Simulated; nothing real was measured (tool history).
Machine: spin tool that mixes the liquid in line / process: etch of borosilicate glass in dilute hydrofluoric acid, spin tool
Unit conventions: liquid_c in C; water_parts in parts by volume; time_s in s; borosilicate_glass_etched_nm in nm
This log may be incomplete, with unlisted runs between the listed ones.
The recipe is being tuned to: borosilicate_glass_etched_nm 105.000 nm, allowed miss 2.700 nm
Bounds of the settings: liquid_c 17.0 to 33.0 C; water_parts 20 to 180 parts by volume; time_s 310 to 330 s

run	hour	liquid_c	water_parts	time_s	borosilicate_glass_etched_nm
1	0.0	25.0	100	310	83.249
2	2.7	25.0	100	330	88.042
3	7.1	25.0	120	330	71.290
4	13.7	26.0	120	330	73.735
5	19.2	27.0	120	330	76.668
6	22.8	28.0	120	330	80.804
7	28.8	29.0	120	330	84.679
8	34.6	33.0	115	330	101.840

5 next moves are on the table. One of them brings every result within its allowed miss. Which?
A	40.4	33.0	115	325	?
B	40.4	32.5	110	310	?
C	40.4	32.5	115	330	?
D	40.4	27.5	95	320	?
E	40.4	33.0	105	310	?

move	borosilicate_glass_etched_nm
A	99.149
B	97.821
C	98.877
D	99.043
E	105.130
A: lands further from the targets than the last run did
B: lands further from the targets than the last run did
C: lands further from the targets than the last run did
D: lands further from the targets than the last run did
E: all results land within tolerance of their targets
The right move is E.

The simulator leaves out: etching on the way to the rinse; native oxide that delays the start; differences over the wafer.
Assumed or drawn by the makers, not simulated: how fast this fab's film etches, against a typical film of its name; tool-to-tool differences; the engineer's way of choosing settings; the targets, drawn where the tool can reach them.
